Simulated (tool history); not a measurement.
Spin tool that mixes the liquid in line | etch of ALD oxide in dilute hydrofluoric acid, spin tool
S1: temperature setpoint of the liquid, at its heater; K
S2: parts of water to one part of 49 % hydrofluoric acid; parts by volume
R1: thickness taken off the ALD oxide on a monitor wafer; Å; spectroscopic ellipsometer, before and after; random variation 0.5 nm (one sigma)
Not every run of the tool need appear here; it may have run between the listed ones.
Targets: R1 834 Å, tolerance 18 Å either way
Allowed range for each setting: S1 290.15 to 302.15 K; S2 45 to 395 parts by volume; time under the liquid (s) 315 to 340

{"run": 1, "hour": 0.0, "S1": 294.15, "S2": 220, "time under the liquid (s)": 315, "R1": 244.56}
{"run": 2, "hour": 2.2, "S1": 296.65, "S2": 165, "time under the liquid (s)": 315, "R1": 379.58}
{"run": 3, "hour": 9.5, "S1": 296.65, "S2": 110, "time under the liquid (s)": 315, "R1": 601.19}
{"run": 4, "hour": 14.1, "S1": 298.15, "S2": 100, "time under the liquid (s)": 315, "R1": 712.29}
{"run": 5, "hour": 18.6, "S1": 295.65, "S2": 100, "time under the liquid (s)": 315, "R1": 643.68}
{"run": 6, "hour": 26.0, "S1": 297.65, "S2": 95, "time under the liquid (s)": 315, "R1": 742.75}
{"run": 7, "hour": 28.9, "S1": 298.15, "S2": 95, "time under the liquid (s)": 315, "R1": 756.47}
{"run": 8, "hour": 29.4, "S1": 298.65, "S2": 95, "time under the liquid (s)": 315, "R1": 766.81}

Exercise: of the 5 proposed moves below, exactly one satisfies all targets within the stated allowed misses. Which move is it?
{"run": "A", "hour": 29.9, "S1": 302.15, "S2": 110, "time under the liquid (s)": 315, "R1": "?"}
{"run": "B", "hour": 29.9, "S1": 300.15, "S2": 110, "time under the liquid (s)": 315, "R1": "?"}
{"run": "C", "hour": 29.9, "S1": 294.65, "S2": 95, "time under the liquid (s)": 340, "R1": "?"}
{"run": "D", "hour": 29.9, "S1": 301.65, "S2": 120, "time under the liquid (s)": 320, "R1": "?"}
{"run": "E", "hour": 29.9, "S1": 301.65, "S2": 105, "time under the liquid (s)": 340, "R1": "?"}

move=A R1=748.56
move=B R1=693.94
move=C R1=711.12
move=D R1=675.02
move=E R1=836.29
A: lands further from the targets than the last run did
B: lands further from the targets than the last run did
C: lands further from the targets than the last run did
D: lands further from the targets than the last run did
E: every result within its allowed miss
Correct choice: E, which meets every target
